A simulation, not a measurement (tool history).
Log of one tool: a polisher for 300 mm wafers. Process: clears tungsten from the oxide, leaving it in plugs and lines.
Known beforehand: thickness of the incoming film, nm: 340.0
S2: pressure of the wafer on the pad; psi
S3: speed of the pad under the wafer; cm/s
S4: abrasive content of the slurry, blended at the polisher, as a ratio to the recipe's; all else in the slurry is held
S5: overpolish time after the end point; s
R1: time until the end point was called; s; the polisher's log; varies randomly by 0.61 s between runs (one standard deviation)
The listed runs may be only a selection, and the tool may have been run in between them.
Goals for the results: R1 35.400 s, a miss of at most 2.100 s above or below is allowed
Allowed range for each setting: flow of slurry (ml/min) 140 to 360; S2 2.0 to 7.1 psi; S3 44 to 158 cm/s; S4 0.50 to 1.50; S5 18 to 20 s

{"run": 1, "hour": 0.0, "flow of slurry (ml/min)": 230, "S2": 4.5, "S3": 100, "S4": 1.0, "S5": 18, "R1": 47.348}
{"run": 2, "hour": 6.2, "flow of slurry (ml/min)": 230, "S2": 4.7, "S3": 100, "S4": 1.0, "S5": 18, "R1": 44.232}
{"run": 3, "hour": 14.9, "flow of slurry (ml/min)": 230, "S2": 4.9, "S3": 100, "S4": 1.0, "S5": 18, "R1": 44.029}
{"run": 4, "hour": 19.4, "flow of slurry (ml/min)": 230, "S2": 4.3, "S3": 100, "S4": 1.0, "S5": 18, "R1": 47.649}
{"run": 5, "hour": 22.3, "flow of slurry (ml/min)": 230, "S2": 4.3, "S3": 100, "S4": 0.9, "S5": 18, "R1": 50.154}
{"run": 6, "hour": 25.9, "flow of slurry (ml/min)": 230, "S2": 4.3, "S3": 100, "S4": 0.9, "S5": 20, "R1": 49.057}
{"run": 7, "hour": 31.0, "flow of slurry (ml/min)": 230, "S2": 4.6, "S3": 100, "S4": 0.9, "S5": 20, "R1": 46.147}
{"run": 8, "hour": 34.8, "flow of slurry (ml/min)": 230, "S2": 4.8, "S3": 100, "S4": 0.9, "S5": 20, "R1": 45.522}

Pick the move, out of 4, that brings all results within their allowed miss; only one does.
{"run": "A", "hour": 38.6, "flow of slurry (ml/min)": 215, "S2": 5.7, "S3": 110, "S4": 0.95, "S5": 18, "R1": "?"}
{"run": "B", "hour": 38.6, "flow of slurry (ml/min)": 250, "S2": 5.2, "S3": 106, "S4": 0.8, "S5": 20, "R1": "?"}
{"run": "C", "hour": 38.6, "flow of slurry (ml/min)": 260, "S2": 3.9, "S3": 158, "S4": 1.35, "S5": 18, "R1": "?"}
{"run": "D", "hour": 38.6, "flow of slurry (ml/min)": 220, "S2": 4.6, "S3": 112, "S4": 1.0, "S5": 18, "R1": "?"}

move=A R1=36.002
move=B R1=41.102
move=C R1=32.190
move=D R1=41.842
A: meets every target
B: closes in on the targets versus the last run, not all within tolerance yet
C: moves the result that the last run missed by most past its target, out the other side
D: closes in on the targets versus the last run, not all within tolerance yet
Answer: A
